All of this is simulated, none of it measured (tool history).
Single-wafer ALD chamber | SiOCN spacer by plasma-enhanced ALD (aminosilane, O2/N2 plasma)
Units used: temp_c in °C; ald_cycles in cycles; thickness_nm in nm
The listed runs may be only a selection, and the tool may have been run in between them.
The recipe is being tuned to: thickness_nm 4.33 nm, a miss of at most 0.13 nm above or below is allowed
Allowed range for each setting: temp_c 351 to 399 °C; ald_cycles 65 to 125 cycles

run	day	temp_c	ald_cycles	thickness_nm
1	0	375	95	5.5992
2	0.3	375	89	5.2446
3	0.571	381	89	5.2561
4	0.654	381	78	4.6161
5	0.933	381	86	5.0715
6	0.996	381	80	4.7254
7	1.238	381	78	4.6201
8	1.471	381	77	4.5934

Below are 5 possible settings for the next run. Only one of them brings all results inside the allowed miss of their targets. Which is it?
A	1.704	378	73	?
B	1.704	383	85	?
C	1.704	390	82	?
D	1.704	386	78	?
E	1.704	382	81	?

move	thickness_nm
A	4.3629
B	5.0801
C	4.9008
D	4.6617
E	4.841
A: in spec on every target
B: further off than the last run
C: further off than the last run
D: further off than the last run
E: further off than the last run
A meets every target.

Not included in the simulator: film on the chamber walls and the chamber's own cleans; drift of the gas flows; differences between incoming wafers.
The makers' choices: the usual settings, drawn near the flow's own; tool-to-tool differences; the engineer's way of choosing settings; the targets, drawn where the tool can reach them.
